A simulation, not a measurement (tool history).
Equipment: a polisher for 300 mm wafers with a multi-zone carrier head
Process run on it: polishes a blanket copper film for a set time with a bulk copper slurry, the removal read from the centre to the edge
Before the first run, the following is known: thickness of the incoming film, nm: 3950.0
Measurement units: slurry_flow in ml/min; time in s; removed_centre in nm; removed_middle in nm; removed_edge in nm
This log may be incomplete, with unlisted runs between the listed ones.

run,hour,slurry_flow,centre_zone,middle_zone,edge_zone,slurry_solids,time,removed_centre,removed_middle,removed_edge
1,0,310,1,1,1,1,33,288.98,304.28,301.75
2,7.3,315,1,1.02,1.03,1.1,34,303.58,316.72,315.23
3,15.9,315,1.04,1.02,1.03,1.1,34,318,326.53,320.39
4,20.6,305,1.02,1.04,1.05,1.15,35,320.65,338.78,336.37
5,29.4,305,1.1,1.04,1.05,1.15,35,349.77,337.71,338.62
6,31.9,305,1.08,1.07,1.07,1.2,36,354.6,356.89,354.58
7,34.4,310,1.06,1.09,1.09,1.25,36,348.2,368.14,355.47
8,37.9,300,1.04,1.1,1.11,1.3,37,360.06,382.57,374.81
9,43.9,300,1.02,1.11,1.12,1.35,37,355.77,389.42,386.86

What will run 10 give?
10,45.5,305,1.01,1.12,1.13,1.35,37,?,?,?

Logged for run 10: removed_centre 351.49 nm, removed_middle 391.4 nm, removed_edge 386.43 nm.
